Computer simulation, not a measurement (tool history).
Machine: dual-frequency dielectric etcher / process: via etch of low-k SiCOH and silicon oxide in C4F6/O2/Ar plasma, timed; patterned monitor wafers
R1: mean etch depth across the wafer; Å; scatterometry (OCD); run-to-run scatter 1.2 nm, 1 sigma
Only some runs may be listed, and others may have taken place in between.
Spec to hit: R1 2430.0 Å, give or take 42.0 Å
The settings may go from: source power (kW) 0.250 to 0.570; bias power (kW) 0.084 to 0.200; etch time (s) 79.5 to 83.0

Run 1, hour 0.0: source power (kW) 0.410, bias power (kW) 0.142, etch time (s) 79.5. Result: R1 2165.3 Å.
Run 2, hour 5.4: source power (kW) 0.410, bias power (kW) 0.142, etch time (s) 83.0. Result: R1 2280.0 Å.
Run 3, hour 11.0: source power (kW) 0.420, bias power (kW) 0.143, etch time (s) 83.0. Result: R1 2298.1 Å.
Run 4, hour 18.7: source power (kW) 0.420, bias power (kW) 0.132, etch time (s) 83.0. Result: R1 2246.2 Å.
Run 5, hour 27.2: source power (kW) 0.420, bias power (kW) 0.110, etch time (s) 83.0. Result: R1 2151.8 Å.
Run 6, hour 29.6: source power (kW) 0.450, bias power (kW) 0.112, etch time (s) 83.0. Result: R1 2215.1 Å.
Run 7, hour 31.6: source power (kW) 0.470, bias power (kW) 0.113, etch time (s) 83.0. Result: R1 2255.2 Å.
Run 8, hour 37.8: source power (kW) 0.490, bias power (kW) 0.114, etch time (s) 83.0. Result: R1 2301.5 Å.
Run 9, hour 38.8: source power (kW) 0.500, bias power (kW) 0.115, etch time (s) 83.0. Result: R1 2342.7 Å.
Run 10, hour 44.6: source power (kW) 0.510, bias power (kW) 0.115, etch time (s) 83.0. Result: R1 2353.4 Å.

5 candidate next runs follow, results not yet known. Just one meets every target within its allowed miss. Identify it.
Run A, hour 50.4: source power (kW) 0.480, bias power (kW) 0.108, etch time (s) 82.0. Result: R1 ?.
Run B, hour 50.4: source power (kW) 0.510, bias power (kW) 0.136, etch time (s) 82.0. Result: R1 ?.
Run C, hour 50.4: source power (kW) 0.430, bias power (kW) 0.124, etch time (s) 83.0. Result: R1 ?.
Run D, hour 50.4: source power (kW) 0.520, bias power (kW) 0.111, etch time (s) 83.0. Result: R1 ?.
Run E, hour 50.4: source power (kW) 0.510, bias power (kW) 0.117, etch time (s) 82.0. Result: R1 ?.

move      R1
   A  2232.7
   B  2440.6
   C  2235.7
   D  2357.3
   E  2341.8
A: moves away from the targets compared with the last run
B: hits every target within its allowed miss
C: moves away from the targets compared with the last run
D: nearer than the last run, and not there yet
E: moves away from the targets compared with the last run
Go with B: it meets all targets.
